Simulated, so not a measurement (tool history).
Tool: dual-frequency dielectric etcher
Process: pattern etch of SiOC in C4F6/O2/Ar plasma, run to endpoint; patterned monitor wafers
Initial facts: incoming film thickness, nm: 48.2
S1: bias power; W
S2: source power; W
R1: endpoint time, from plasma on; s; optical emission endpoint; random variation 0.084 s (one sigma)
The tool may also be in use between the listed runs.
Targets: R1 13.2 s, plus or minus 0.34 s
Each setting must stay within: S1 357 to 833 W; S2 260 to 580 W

run  hour   S1   S2      R1
  1     0  595  420  15.738
  2   4.4  595  360  16.934
  3  10.7  632  380  16.085
  4  14.1  632  420  15.528
  5  17.9  592  420  15.716
  6  22.3  592  490  15.069
  7  24.3  622  500  14.555
  8  24.9  643  510   14.15
  9  31.2  643  510  14.048
 10  32.5  655  510  14.053
 11  38.4  668  510  14.027
 12  44.9  682  510  13.726
 13  51.3  690  510  13.696

Which one of the following 5 next-run settings gets every result inside its allowed miss? There is exactly one.
  A  57.7  694  460   ?
  B  57.7  665  490   ?
  C  57.7  726  520   ?
  D  57.7  612  550   ?
  E  57.7  598  550   ?

move      R1
   A  14.079
   B      14
   C  13.143
   D  13.888
   E  14.034
A: misses by more than the last run did
B: misses by more than the last run did
C: every result within its allowed miss
D: misses by more than the last run did
E: misses by more than the last run did
Go with C: it meets all targets.

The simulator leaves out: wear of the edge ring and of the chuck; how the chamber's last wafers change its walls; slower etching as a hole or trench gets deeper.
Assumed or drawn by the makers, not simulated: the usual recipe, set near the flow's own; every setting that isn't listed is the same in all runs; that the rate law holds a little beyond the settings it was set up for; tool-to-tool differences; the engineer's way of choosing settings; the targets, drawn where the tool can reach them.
